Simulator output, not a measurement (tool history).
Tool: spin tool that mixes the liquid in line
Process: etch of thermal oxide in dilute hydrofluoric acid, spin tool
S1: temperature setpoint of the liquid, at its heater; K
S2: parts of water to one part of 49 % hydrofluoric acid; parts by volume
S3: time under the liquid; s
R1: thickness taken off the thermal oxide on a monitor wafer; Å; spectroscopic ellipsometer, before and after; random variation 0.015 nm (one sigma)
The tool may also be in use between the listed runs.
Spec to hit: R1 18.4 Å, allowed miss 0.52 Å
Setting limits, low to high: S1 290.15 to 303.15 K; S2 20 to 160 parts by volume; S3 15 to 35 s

Run 1, day 0: S1 295.15 K, S2 90 parts by volume, S3 35 s. Result: R1 14.688 Å.
Run 2, day 0.162: S1 295.15 K, S2 90 parts by volume, S3 35 s. Result: R1 14.405 Å.
Run 3, day 0.292: S1 296.65 K, S2 90 parts by volume, S3 35 s. Result: R1 15.331 Å.
Run 4, day 0.621: S1 300.15 K, S2 90 parts by volume, S3 35 s. Result: R1 17.584 Å.
Run 5, day 0.717: S1 300.15 K, S2 70 parts by volume, S3 35 s. Result: R1 22.878 Å.
Run 6, day 0.758: S1 300.15 K, S2 70 parts by volume, S3 15 s. Result: R1 9.9282 Å.
Run 7, day 1.096: S1 300.65 K, S2 90 parts by volume, S3 20 s. Result: R1 10.352 Å.
Run 8, day 1.3: S1 303.15 K, S2 55 parts by volume, S3 35 s. Result: R1 34.253 Å.
Run 9, day 1.446: S1 301.15 K, S2 55 parts by volume, S3 35 s. Result: R1 31.547 Å.
Run 10, day 1.567: S1 299.15 K, S2 60 parts by volume, S3 35 s. Result: R1 26.591 Å.
Run 11, day 1.833: S1 299.15 K, S2 65 parts by volume, S3 35 s. Result: R1 24.186 Å.
Run 12, day 2.15: S1 295.15 K, S2 65 parts by volume, S3 35 s. Result: R1 20.36 Å.
Run 13, day 2.308: S1 294.15 K, S2 65 parts by volume, S3 35 s. Result: R1 19.792 Å.
Run 14, day 2.508: S1 293.65 K, S2 65 parts by volume, S3 35 s. Result: R1 19.425 Å.
Run 15, day 2.671: S1 293.15 K, S2 65 parts by volume, S3 35 s. Result: R1 19.105 Å.

Exercise: of the 4 proposed moves below, exactly one satisfies all targets within the stated allowed misses. Which move is it?
Run A, day 2.833: S1 294.65 K, S2 65 parts by volume, S3 35 s. Result: R1 ?.
Run B, day 2.833: S1 296.15 K, S2 70 parts by volume, S3 35 s. Result: R1 ?.
Run C, day 2.833: S1 292.65 K, S2 65 parts by volume, S3 35 s. Result: R1 ?.
Run D, day 2.833: S1 292.15 K, S2 60 parts by volume, S3 35 s. Result: R1 ?.

move      R1
   A  20.426
   B  20.051
   C  18.785
   D   20.04
A: further off than the last run
B: further off than the last run
C: all results in spec
D: further off than the last run
C is the move that brings every result within its allowed miss.
